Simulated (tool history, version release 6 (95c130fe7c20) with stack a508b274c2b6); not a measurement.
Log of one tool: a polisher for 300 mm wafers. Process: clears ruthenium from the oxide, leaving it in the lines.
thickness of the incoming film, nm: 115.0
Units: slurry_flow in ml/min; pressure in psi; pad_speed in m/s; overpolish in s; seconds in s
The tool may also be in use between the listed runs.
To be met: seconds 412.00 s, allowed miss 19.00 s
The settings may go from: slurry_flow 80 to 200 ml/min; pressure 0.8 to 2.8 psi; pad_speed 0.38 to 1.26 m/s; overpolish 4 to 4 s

Run 1, hour 0.0: slurry_flow 130 ml/min, pressure 1.8 psi, pad_speed 0.82 m/s, overpolish 4 s. Result: seconds 134.10 s.
Run 2, hour 6.9: slurry_flow 125 ml/min, pressure 1.7 psi, pad_speed 0.76 m/s, overpolish 4 s. Result: seconds 152.74 s.
Run 3, hour 11.4: slurry_flow 125 ml/min, pressure 1.7 psi, pad_speed 0.70 m/s, overpolish 4 s. Result: seconds 164.43 s.
Run 4, hour 12.0: slurry_flow 120 ml/min, pressure 1.6 psi, pad_speed 0.66 m/s, overpolish 4 s. Result: seconds 187.68 s.
Run 5, hour 15.2: slurry_flow 120 ml/min, pressure 1.6 psi, pad_speed 0.66 m/s, overpolish 4 s. Result: seconds 188.24 s.
Run 6, hour 22.4: slurry_flow 120 ml/min, pressure 1.6 psi, pad_speed 0.66 m/s, overpolish 4 s. Result: seconds 191.16 s.
Run 7, hour 24.5: slurry_flow 115 ml/min, pressure 1.5 psi, pad_speed 0.64 m/s, overpolish 4 s. Result: seconds 209.44 s.
Run 8, hour 27.8: slurry_flow 110 ml/min, pressure 1.4 psi, pad_speed 0.62 m/s, overpolish 4 s. Result: seconds 237.93 s.
Run 9, hour 32.4: slurry_flow 105 ml/min, pressure 1.3 psi, pad_speed 0.62 m/s, overpolish 4 s. Result: seconds 250.63 s.
Run 10, hour 33.8: slurry_flow 105 ml/min, pressure 1.2 psi, pad_speed 0.60 m/s, overpolish 4 s. Result: seconds 281.05 s.
Run 11, hour 42.7: slurry_flow 105 ml/min, pressure 1.1 psi, pad_speed 0.60 m/s, overpolish 4 s. Result: seconds 304.07 s.
Run 12, hour 49.6: slurry_flow 100 ml/min, pressure 0.9 psi, pad_speed 0.56 m/s, overpolish 4 s. Result: seconds 393.40 s.
Run 13, hour 55.2: slurry_flow 100 ml/min, pressure 0.8 psi, pad_speed 0.56 m/s, overpolish 4 s. Result: seconds 423.47 s.

Which of these 5 next moves meets every target?
Run A, hour 60.8: slurry_flow 115 ml/min, pressure 0.9 psi, pad_speed 0.44 m/s, overpolish 4 s. Result: seconds ?.
Run B, hour 60.8: slurry_flow 80 ml/min, pressure 1.0 psi, pad_speed 0.46 m/s, overpolish 4 s. Result: seconds ?.
Run C, hour 60.8: slurry_flow 100 ml/min, pressure 0.8 psi, pad_speed 0.54 m/s, overpolish 4 s. Result: seconds ?.
Run D, hour 60.8: slurry_flow 80 ml/min, pressure 1.2 psi, pad_speed 0.40 m/s, overpolish 4 s. Result: seconds ?.
Run E, hour 60.8: slurry_flow 85 ml/min, pressure 1.1 psi, pad_speed 0.46 m/s, overpolish 4 s. Result: seconds ?.

move  seconds
   A   473.40
   B   463.30
   C   448.04
   D   449.47
   E   416.44
A: further off than the last run
B: further off than the last run
C: further off than the last run
D: further off than the last run
E: meets every target
The right move is E.
